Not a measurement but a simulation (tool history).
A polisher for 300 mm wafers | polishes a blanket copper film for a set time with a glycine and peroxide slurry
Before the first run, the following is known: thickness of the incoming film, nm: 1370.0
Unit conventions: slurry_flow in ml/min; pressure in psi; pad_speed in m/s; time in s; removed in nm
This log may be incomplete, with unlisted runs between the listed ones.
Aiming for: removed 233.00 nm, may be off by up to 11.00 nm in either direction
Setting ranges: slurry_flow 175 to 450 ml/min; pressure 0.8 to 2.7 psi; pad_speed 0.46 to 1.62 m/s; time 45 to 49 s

{"run": 1, "day": 0.0, "slurry_flow": 290, "pressure": 1.7, "pad_speed": 1.04, "time": 49, "removed": 166.98}
{"run": 2, "day": 0.312, "slurry_flow": 290, "pressure": 1.9, "pad_speed": 1.06, "time": 49, "removed": 175.51}
{"run": 3, "day": 0.35, "slurry_flow": 290, "pressure": 1.9, "pad_speed": 1.06, "time": 45, "removed": 166.06}
{"run": 4, "day": 0.392, "slurry_flow": 290, "pressure": 1.9, "pad_speed": 0.9, "time": 45, "removed": 153.43}
{"run": 5, "day": 0.554, "slurry_flow": 290, "pressure": 2.3, "pad_speed": 0.9, "time": 45, "removed": 179.21}
{"run": 6, "day": 0.762, "slurry_flow": 290, "pressure": 2.5, "pad_speed": 0.9, "time": 45, "removed": 180.6}
{"run": 7, "day": 1.096, "slurry_flow": 290, "pressure": 2.6, "pad_speed": 1.0, "time": 46, "removed": 209.73}
{"run": 8, "day": 1.471, "slurry_flow": 290, "pressure": 2.6, "pad_speed": 1.02, "time": 46, "removed": 210.98}
{"run": 9, "day": 1.817, "slurry_flow": 290, "pressure": 2.6, "pad_speed": 1.04, "time": 46, "removed": 216.53}
{"run": 10, "day": 2.117, "slurry_flow": 290, "pressure": 2.6, "pad_speed": 1.06, "time": 46, "removed": 221.89}

Exercise: of the 5 proposed moves below, exactly one satisfies all targets within the stated allowed misses. Which move is it?
{"run": "A", "day": 2.417, "slurry_flow": 265, "pressure": 2.7, "pad_speed": 1.24, "time": 48, "removed": "?"}
{"run": "B", "day": 2.417, "slurry_flow": 320, "pressure": 2.6, "pad_speed": 1.08, "time": 49, "removed": "?"}
{"run": "C", "day": 2.417, "slurry_flow": 270, "pressure": 2.6, "pad_speed": 0.94, "time": 48, "removed": "?"}
{"run": "D", "day": 2.417, "slurry_flow": 265, "pressure": 2.6, "pad_speed": 1.04, "time": 45, "removed": "?"}
{"run": "E", "day": 2.417, "slurry_flow": 290, "pressure": 2.3, "pad_speed": 1.16, "time": 45, "removed": "?"}

move=A removed=256.33
move=B removed=235.92
move=C removed=208.32
move=D removed=207.53
move=E removed=203.24
A: moves the result that the last run missed by most past its target, out the other side
B: hits every target within its allowed miss
C: further off than the last run
D: further off than the last run
E: further off than the last run
So the answer is move B, the one that meets all the targets.
